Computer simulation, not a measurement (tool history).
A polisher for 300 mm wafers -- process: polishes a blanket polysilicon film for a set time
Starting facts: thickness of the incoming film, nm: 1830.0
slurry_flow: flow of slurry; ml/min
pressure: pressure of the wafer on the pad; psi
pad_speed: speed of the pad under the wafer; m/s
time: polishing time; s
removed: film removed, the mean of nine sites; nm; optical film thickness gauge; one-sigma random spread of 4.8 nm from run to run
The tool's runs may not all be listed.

{"run": 1, "day": 0.0, "slurry_flow": 255, "pressure": 2.5, "pad_speed": 1.02, "time": 83, "removed": 669.57}
{"run": 2, "day": 0.112, "slurry_flow": 255, "pressure": 2.2, "pad_speed": 1.02, "time": 83, "removed": 583.76}
{"run": 3, "day": 0.362, "slurry_flow": 255, "pressure": 2.2, "pad_speed": 1.02, "time": 83, "removed": 602.77}
{"run": 4, "day": 0.396, "slurry_flow": 255, "pressure": 1.9, "pad_speed": 1.02, "time": 83, "removed": 506.31}
{"run": 5, "day": 0.442, "slurry_flow": 255, "pressure": 1.8, "pad_speed": 1.02, "time": 83, "removed": 478.88}
{"run": 6, "day": 0.588, "slurry_flow": 255, "pressure": 1.8, "pad_speed": 1.02, "time": 83, "removed": 483.01}
{"run": 7, "day": 0.671, "slurry_flow": 255, "pressure": 1.7, "pad_speed": 1.02, "time": 83, "removed": 456.98}

Run 8 comes next. What will it give?
{"run": 8, "day": 0.883, "slurry_flow": 255, "pressure": 1.6, "pad_speed": 1.02, "time": 83, "removed": "?"}

Run 8 measured removed 441.47 nm.
